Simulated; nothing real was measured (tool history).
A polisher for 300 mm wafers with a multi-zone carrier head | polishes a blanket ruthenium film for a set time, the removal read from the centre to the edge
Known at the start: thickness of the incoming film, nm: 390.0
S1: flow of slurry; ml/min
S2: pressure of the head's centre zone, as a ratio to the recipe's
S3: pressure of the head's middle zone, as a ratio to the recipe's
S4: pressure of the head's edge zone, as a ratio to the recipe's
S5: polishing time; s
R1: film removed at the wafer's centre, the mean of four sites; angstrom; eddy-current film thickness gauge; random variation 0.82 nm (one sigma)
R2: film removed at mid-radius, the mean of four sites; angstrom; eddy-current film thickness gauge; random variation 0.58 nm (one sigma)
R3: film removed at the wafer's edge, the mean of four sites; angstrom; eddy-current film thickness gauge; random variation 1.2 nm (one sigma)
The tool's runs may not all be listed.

| run | hour | S1 | S2 | S3 | S4 | S5 | R1 | R2 | R3 |
|---|---|---|---|---|---|---|---|---|---|
| 1 | 0 | 320 | 1 | 1 | 1 | 76 | 838.59 | 854.94 | 846.99 |
| 2 | 6.7 | 320 | 1.06 | 1 | 1 | 76 | 880.69 | 849.41 | 856.2 |
| 3 | 8.3 | 320 | 1.06 | 1 | 1 | 92 | 1059.8 | 1028.1 | 1020.5 |
| 4 | 13.1 | 305 | 1.06 | 0.98 | 1.03 | 92 | 1066.2 | 1003.3 | 1029.5 |
| 5 | 16.6 | 295 | 1.05 | 0.96 | 1.06 | 92 | 1046.6 | 979.72 | 1041.3 |
| 6 | 19 | 295 | 1.05 | 0.96 | 1.02 | 92 | 1051.4 | 994.51 | 1030.2 |

The next listed run, before its measurement:
| 7 | 24 | 290 | 1.04 | 0.94 | 1.04 | 92 | ? | ? | ? |

Run 7 gave R1 1027.6 angstrom, R2 979.24 angstrom, R3 1019.4 angstrom.

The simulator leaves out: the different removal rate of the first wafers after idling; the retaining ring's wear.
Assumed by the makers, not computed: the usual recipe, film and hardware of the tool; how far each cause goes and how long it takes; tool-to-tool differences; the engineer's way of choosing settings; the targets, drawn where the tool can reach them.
